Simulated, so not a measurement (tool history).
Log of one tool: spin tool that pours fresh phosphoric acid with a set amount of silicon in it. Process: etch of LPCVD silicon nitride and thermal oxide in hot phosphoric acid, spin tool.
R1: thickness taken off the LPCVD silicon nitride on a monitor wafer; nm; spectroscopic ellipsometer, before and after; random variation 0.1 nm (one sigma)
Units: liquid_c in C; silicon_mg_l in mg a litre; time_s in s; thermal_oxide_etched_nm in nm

{"run": 1, "hour": 0.0, "liquid_c": 161, "silicon_mg_l": 26.5, "time_s": 180, "R1": 16.669, "thermal_oxide_etched_nm": 0.29228}
{"run": 2, "hour": 5.9, "liquid_c": 161.5, "silicon_mg_l": 30.5, "time_s": 180, "R1": 16.899, "thermal_oxide_etched_nm": 0.23845}
{"run": 3, "hour": 8.9, "liquid_c": 161.5, "silicon_mg_l": 30.5, "time_s": 140, "R1": 13.186, "thermal_oxide_etched_nm": 0.17767}
{"run": 4, "hour": 16.6, "liquid_c": 161.5, "silicon_mg_l": 45.5, "time_s": 140, "R1": 13.241, "thermal_oxide_etched_nm": 0.057813}
{"run": 5, "hour": 20.7, "liquid_c": 162, "silicon_mg_l": 43.5, "time_s": 150, "R1": 14.452, "thermal_oxide_etched_nm": 0.081964}
{"run": 6, "hour": 25.9, "liquid_c": 162, "silicon_mg_l": 50, "time_s": 150, "R1": 14.282, "thermal_oxide_etched_nm": 0.076197}
{"run": 7, "hour": 29.5, "liquid_c": 162.5, "silicon_mg_l": 49.5, "time_s": 155, "R1": 15.169, "thermal_oxide_etched_nm": 0.095637}
{"run": 8, "hour": 32.1, "liquid_c": 163, "silicon_mg_l": 49.5, "time_s": 160, "R1": 15.963, "thermal_oxide_etched_nm": 0.089503}
{"run": 9, "hour": 35.7, "liquid_c": 163.5, "silicon_mg_l": 48, "time_s": 165, "R1": 16.727, "thermal_oxide_etched_nm": 0.10112}
{"run": 10, "hour": 38.9, "liquid_c": 164, "silicon_mg_l": 46, "time_s": 165, "R1": 16.976, "thermal_oxide_etched_nm": 0.11281}
{"run": 11, "hour": 39.7, "liquid_c": 164.5, "silicon_mg_l": 44.5, "time_s": 165, "R1": 17.185, "thermal_oxide_etched_nm": 0.11026}
{"run": 12, "hour": 44.3, "liquid_c": 164.5, "silicon_mg_l": 42, "time_s": 170, "R1": 17.716, "thermal_oxide_etched_nm": 0.14545}
{"run": 13, "hour": 50.6, "liquid_c": 165, "silicon_mg_l": 41, "time_s": 170, "R1": 18.028, "thermal_oxide_etched_nm": 0.16205}
{"run": 14, "hour": 56.3, "liquid_c": 165, "silicon_mg_l": 40.5, "time_s": 170, "R1": 18.001, "thermal_oxide_etched_nm": 0.16672}
{"run": 15, "hour": 60.0, "liquid_c": 165, "silicon_mg_l": 40, "time_s": 170, "R1": 17.999, "thermal_oxide_etched_nm": 0.1585}
{"run": 16, "hour": 62.7, "liquid_c": 165, "silicon_mg_l": 39.5, "time_s": 170, "R1": 18.068, "thermal_oxide_etched_nm": 0.16111}

Forecast run 17:
{"run": 17, "hour": 63.7, "liquid_c": 165, "silicon_mg_l": 39, "time_s": 170, "R1": "?", "thermal_oxide_etched_nm": "?"}

R1: 17.928 nm
thermal_oxide_etched_nm: 0.15411 nm
